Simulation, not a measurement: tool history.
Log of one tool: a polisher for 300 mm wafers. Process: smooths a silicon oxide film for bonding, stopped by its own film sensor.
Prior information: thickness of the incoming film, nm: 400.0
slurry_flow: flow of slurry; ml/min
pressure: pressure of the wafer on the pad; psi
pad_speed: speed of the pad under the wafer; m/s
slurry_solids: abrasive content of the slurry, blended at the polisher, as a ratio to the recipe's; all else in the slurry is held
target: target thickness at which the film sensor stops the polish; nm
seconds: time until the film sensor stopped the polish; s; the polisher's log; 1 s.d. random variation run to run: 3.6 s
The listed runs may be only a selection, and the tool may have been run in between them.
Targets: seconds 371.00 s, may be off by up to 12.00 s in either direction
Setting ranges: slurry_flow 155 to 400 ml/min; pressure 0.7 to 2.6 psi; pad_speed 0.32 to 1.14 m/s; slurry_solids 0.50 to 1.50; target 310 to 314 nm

| run | hour | slurry_flow | pressure | pad_speed | slurry_solids | target | seconds |
|---|---|---|---|---|---|---|---|
| 1 | 0.0 | 255 | 1.6 | 0.72 | 1.00 | 314 | 201.84 |
| 2 | 1.8 | 255 | 1.6 | 0.72 | 1.00 | 310 | 216.20 |
| 3 | 6.5 | 255 | 1.6 | 0.72 | 0.85 | 310 | 232.08 |
| 4 | 9.8 | 255 | 1.4 | 0.72 | 0.85 | 310 | 255.18 |
| 5 | 16.7 | 300 | 1.4 | 0.72 | 0.85 | 310 | 251.45 |
| 6 | 18.7 | 345 | 1.4 | 0.72 | 0.85 | 310 | 254.98 |
| 7 | 26.2 | 345 | 1.2 | 0.72 | 0.85 | 310 | 278.07 |
| 8 | 32.6 | 345 | 1.1 | 0.72 | 0.85 | 310 | 294.62 |
| 9 | 37.0 | 345 | 1.0 | 0.72 | 0.85 | 310 | 312.01 |
| 10 | 42.8 | 335 | 0.7 | 0.72 | 0.85 | 310 | 389.66 |
| 11 | 46.0 | 340 | 0.7 | 0.72 | 0.85 | 310 | 392.48 |
| 12 | 50.9 | 345 | 0.7 | 0.72 | 0.85 | 310 | 392.11 |
| 13 | 56.5 | 350 | 0.7 | 0.72 | 0.85 | 310 | 397.99 |

5 next moves are on the table. One of them brings every result within its allowed miss. Which?
| A | 62.1 | 350 | 0.8 | 0.62 | 0.75 | 314 | ? |
| B | 62.1 | 400 | 0.7 | 0.64 | 1.00 | 310 | ? |
| C | 62.1 | 345 | 0.7 | 0.70 | 0.95 | 313 | ? |
| D | 62.1 | 280 | 0.7 | 0.78 | 0.75 | 310 | ? |
| E | 62.1 | 330 | 0.7 | 0.72 | 0.80 | 310 | ? |

| move | seconds |
|---|---|
| A | 415.24 |
| B | 398.76 |
| C | 370.88 |
| D | 399.22 |
| E | 406.59 |
A: its largest miss is bigger than the last run's
B: roughly where the last run was
C: every result lands within tolerance
D: roughly where the last run was
E: its largest miss is bigger than the last run's
C is the move that brings every result within its allowed miss.

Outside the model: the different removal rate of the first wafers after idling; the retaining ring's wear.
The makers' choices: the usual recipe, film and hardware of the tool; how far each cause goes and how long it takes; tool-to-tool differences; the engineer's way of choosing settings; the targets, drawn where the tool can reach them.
